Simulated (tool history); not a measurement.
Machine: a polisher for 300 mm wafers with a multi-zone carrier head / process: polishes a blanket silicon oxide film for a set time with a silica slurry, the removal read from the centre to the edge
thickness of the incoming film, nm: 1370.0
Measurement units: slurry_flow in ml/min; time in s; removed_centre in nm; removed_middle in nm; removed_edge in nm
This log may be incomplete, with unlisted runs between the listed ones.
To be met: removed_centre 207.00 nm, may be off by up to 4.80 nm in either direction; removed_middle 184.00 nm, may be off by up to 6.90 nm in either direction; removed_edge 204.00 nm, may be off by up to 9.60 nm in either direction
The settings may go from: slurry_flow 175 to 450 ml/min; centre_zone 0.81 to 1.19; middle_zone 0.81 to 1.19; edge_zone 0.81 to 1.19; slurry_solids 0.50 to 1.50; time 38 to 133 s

run	day	slurry_flow	centre_zone	middle_zone	edge_zone	slurry_solids	time	removed_centre	removed_middle	removed_edge
1	0.000	290	1.00	1.00	1.00	1.00	85	223.52	218.64	225.50
2	0.283	285	0.99	0.97	0.98	1.00	85	219.93	211.38	220.56
3	0.438	285	0.94	0.97	0.98	1.00	85	212.20	214.34	224.38
4	0.708	275	0.95	0.94	0.96	1.00	85	212.62	205.16	217.28
5	0.904	275	0.95	0.94	0.96	0.90	85	201.77	193.21	205.18
6	1.188	275	0.95	0.98	0.96	0.90	85	197.95	202.97	210.39
7	1.542	275	0.95	0.98	0.96	0.90	85	197.17	197.33	207.20
8	1.846	275	0.96	0.96	0.97	0.90	85	200.88	200.26	211.82
9	1.983	275	1.01	0.86	0.89	0.85	85	201.58	175.07	190.30

4 candidate next runs follow, results not yet known. Just one meets every target within its allowed miss. Identify it.
A	2.121	310	1.02	0.90	0.82	0.90	82	?	?	?
B	2.121	265	0.93	0.89	0.90	0.85	88	?	?	?
C	2.121	225	1.05	1.01	0.81	1.00	78	?	?	?
D	2.121	285	1.00	0.88	0.92	0.85	87	?	?	?

move	removed_centre	removed_middle	removed_edge
A	208.55	182.91	186.79
B	195.05	184.30	198.95
C	206.83	195.51	181.95
D	207.57	182.06	200.05
A: the biggest miss grows against the last run
B: brings the last run's worst result on target, with another outside its allowed miss
C: the biggest miss grows against the last run
D: in spec on every target
The right move is D.
